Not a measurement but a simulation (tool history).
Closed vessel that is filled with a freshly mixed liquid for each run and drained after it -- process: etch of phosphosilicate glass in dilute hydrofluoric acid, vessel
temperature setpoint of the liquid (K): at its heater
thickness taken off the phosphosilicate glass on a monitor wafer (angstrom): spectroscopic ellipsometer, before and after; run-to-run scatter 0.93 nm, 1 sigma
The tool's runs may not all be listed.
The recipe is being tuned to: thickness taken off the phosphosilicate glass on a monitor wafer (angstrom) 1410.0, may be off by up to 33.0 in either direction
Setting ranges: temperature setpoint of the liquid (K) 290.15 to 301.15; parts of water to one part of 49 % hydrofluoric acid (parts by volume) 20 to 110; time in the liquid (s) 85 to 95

run  hour  temperature setpoint of the liquid (K)  parts of water to one part of 49 % hydrofluoric acid (parts by volume)  time in the liquid (s)  thickness taken off the phosphosilicate glass on a monitor wafer (angstrom)
  1   0.0                                  293.15                                                                      60                      85                                                                       1827.8
  2   1.2                                  292.15                                                                      60                      85                                                                       1750.9
  3   8.1                                  290.15                                                                      60                      85                                                                       1607.9
  4   9.6                                  290.15                                                                      45                      85                                                                       2165.2
  5  17.9                                  290.15                                                                      45                      85                                                                       2174.3
  6  23.4                                  290.15                                                                      45                      85                                                                       2159.7
  7  32.2                                  290.15                                                                      50                      85                                                                       1924.1
  8  33.6                                  290.15                                                                      55                      85                                                                       1750.0
  9  40.7                                  290.15                                                                      60                      85                                                                       1584.1
 10  45.9                                  290.15                                                                      65                      85                                                                       1450.1
 11  53.5                                  290.65                                                                      65                      85                                                                       1489.3
 12  61.8                                  290.15                                                                      65                      85                                                                       1466.5
 13  70.8                                  290.15                                                                      70                      85                                                                       1357.8

Next run, 5 choices. One meets every target within its allowed miss, the rest don't. Which?
  A  79.8                                  290.15                                                                      75                      95                                                                            ?
  B  79.8                                  294.65                                                                      85                      85                                                                            ?
  C  79.8                                  290.15                                                                      65                      85                                                                            ?
  D  79.8                                  290.15                                                                      75                      85                                                                            ?
  E  79.8                                  293.15                                                                      80                      85                                                                            ?

move  thickness taken off the phosphosilicate glass on a monitor wafer (angstrom)
   A                                                                       1409.2
   B                                                                       1328.1
   C                                                                       1470.7
   D                                                                       1260.8
   E                                                                       1334.2
A: meets every target
B: lands further from the targets than the last run did
C: carries the result that was furthest off beyond its target, to the other side
D: lands further from the targets than the last run did
E: lands further from the targets than the last run did
Move A is the one to make.
